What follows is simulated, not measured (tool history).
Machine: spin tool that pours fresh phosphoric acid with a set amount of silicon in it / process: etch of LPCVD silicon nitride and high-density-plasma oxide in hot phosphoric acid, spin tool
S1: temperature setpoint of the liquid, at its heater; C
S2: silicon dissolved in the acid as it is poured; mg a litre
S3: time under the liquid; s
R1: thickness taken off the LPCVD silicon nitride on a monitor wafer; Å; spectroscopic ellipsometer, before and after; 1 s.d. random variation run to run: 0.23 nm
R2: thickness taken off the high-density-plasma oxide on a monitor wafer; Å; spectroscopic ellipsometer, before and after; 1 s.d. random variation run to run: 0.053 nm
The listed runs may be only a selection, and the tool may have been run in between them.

run	hour	S1	S2	S3	R1	R2
1	0.0	163.0	9.0	180	164.37	9.2617
2	2.0	163.0	9.0	145	133.29	7.8444
3	10.9	164.0	9.5	175	166.61	9.6850
4	16.5	165.0	10.0	195	190.03	11.9450
5	22.4	165.0	11.0	215	210.52	12.3810
6	31.3	165.0	14.5	215	210.49	11.2550

Run 7 is up next; what results do you expect?
7	32.8	165.5	14.0	225	?	?

Run 7 measured R1 225.06 Å, R2 12.5000 Å.

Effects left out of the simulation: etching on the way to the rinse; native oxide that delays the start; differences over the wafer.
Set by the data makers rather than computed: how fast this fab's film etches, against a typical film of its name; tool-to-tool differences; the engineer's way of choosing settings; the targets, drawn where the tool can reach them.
